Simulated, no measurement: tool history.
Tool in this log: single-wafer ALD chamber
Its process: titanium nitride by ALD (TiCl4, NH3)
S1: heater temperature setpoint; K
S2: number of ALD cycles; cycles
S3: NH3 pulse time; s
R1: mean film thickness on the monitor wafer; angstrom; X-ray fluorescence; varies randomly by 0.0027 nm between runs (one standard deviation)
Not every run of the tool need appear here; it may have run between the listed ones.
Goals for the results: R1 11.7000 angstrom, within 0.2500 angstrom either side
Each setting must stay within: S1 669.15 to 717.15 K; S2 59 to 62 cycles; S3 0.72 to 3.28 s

| run | hour | S1 | S2 | S3 | R1 |
|---|---|---|---|---|---|
| 1 | 0.0 | 693.15 | 62 | 2.00 | 12.7450 |
| 2 | 3.4 | 693.15 | 62 | 2.00 | 12.7590 |
| 3 | 8.4 | 690.15 | 62 | 1.86 | 12.7000 |
| 4 | 13.0 | 688.15 | 62 | 1.73 | 12.6420 |
| 5 | 20.5 | 686.15 | 62 | 1.62 | 12.5480 |
| 6 | 25.6 | 691.15 | 62 | 1.62 | 12.6050 |
| 7 | 30.4 | 690.15 | 62 | 1.52 | 12.5590 |
| 8 | 33.4 | 689.15 | 62 | 1.43 | 12.4730 |
| 9 | 39.4 | 689.15 | 62 | 1.36 | 12.3960 |
| 10 | 44.2 | 689.15 | 62 | 1.32 | 12.3790 |
| 11 | 45.2 | 689.15 | 62 | 1.28 | 12.3210 |
| 12 | 52.0 | 689.15 | 62 | 1.25 | 12.3090 |
| 13 | 55.7 | 689.15 | 62 | 1.23 | 12.3390 |
| 14 | 58.2 | 681.15 | 59 | 0.72 | 8.7372 |
| 15 | 60.1 | 681.15 | 59 | 0.72 | 8.7227 |
| 16 | 66.8 | 683.15 | 59 | 0.72 | 8.8223 |
| 17 | 72.4 | 685.15 | 59 | 0.72 | 8.9262 |
| 18 | 77.5 | 688.15 | 59 | 0.72 | 9.0066 |
| 19 | 78.5 | 700.15 | 62 | 1.36 | 12.5080 |
| 20 | 80.0 | 699.15 | 62 | 1.36 | 12.5570 |
| 21 | 88.4 | 698.15 | 62 | 1.36 | 12.4440 |
| 22 | 97.5 | 697.15 | 62 | 1.36 | 12.5090 |
| 23 | 103.7 | 696.15 | 62 | 1.36 | 12.5170 |
| 24 | 107.4 | 695.15 | 62 | 1.36 | 12.4670 |

5 candidate next runs follow, results not yet known. Just one meets every target within its allowed miss. Identify it.
| A | 111.1 | 695.15 | 62 | 1.29 | ? |
| B | 111.1 | 685.15 | 62 | 1.20 | ? |
| C | 111.1 | 713.15 | 62 | 1.28 | ? |
| D | 111.1 | 702.15 | 61 | 1.66 | ? |
| E | 111.1 | 701.15 | 59 | 1.19 | ? |

| move | R1 |
|---|---|
| A | 12.4480 |
| B | 12.2520 |
| C | 12.5320 |
| D | 12.4930 |
| E | 11.7980 |
A: neither nearer nor further off than the last run
B: nearer than the last run, and not there yet
C: lands further from the targets than the last run did
D: neither nearer nor further off than the last run
E: hits every target within its allowed miss
Go with E: it meets all targets.

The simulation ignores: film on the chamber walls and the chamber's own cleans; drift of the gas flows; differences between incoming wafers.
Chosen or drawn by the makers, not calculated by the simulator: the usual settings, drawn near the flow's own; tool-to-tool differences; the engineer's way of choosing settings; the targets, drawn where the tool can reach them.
